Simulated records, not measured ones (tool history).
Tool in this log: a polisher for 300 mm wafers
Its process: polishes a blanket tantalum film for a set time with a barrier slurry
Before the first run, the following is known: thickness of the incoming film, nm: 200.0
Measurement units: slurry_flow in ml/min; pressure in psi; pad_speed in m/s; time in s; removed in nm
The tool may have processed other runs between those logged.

| run | hour | slurry_flow | pressure | pad_speed | slurry_solids | time | removed |
|---|---|---|---|---|---|---|---|
| 1 | 0.0 | 310 | 1.7 | 0.76 | 1.0 | 39 | 34.061 |
| 2 | 8.5 | 310 | 1.7 | 0.76 | 1.0 | 39 | 33.398 |
| 3 | 15.7 | 310 | 1.7 | 0.76 | 1.0 | 35 | 30.084 |
| 4 | 18.7 | 355 | 1.7 | 0.76 | 1.0 | 35 | 31.544 |
| 5 | 26.7 | 355 | 1.8 | 0.76 | 1.0 | 35 | 32.936 |
| 6 | 28.5 | 355 | 1.9 | 0.76 | 1.0 | 35 | 34.084 |

What does the tool deliver on the next run?
| 7 | 35.2 | 355 | 2.0 | 0.76 | 1.0 | 35 | ? |

{"run 7": {"removed": 35.605}}
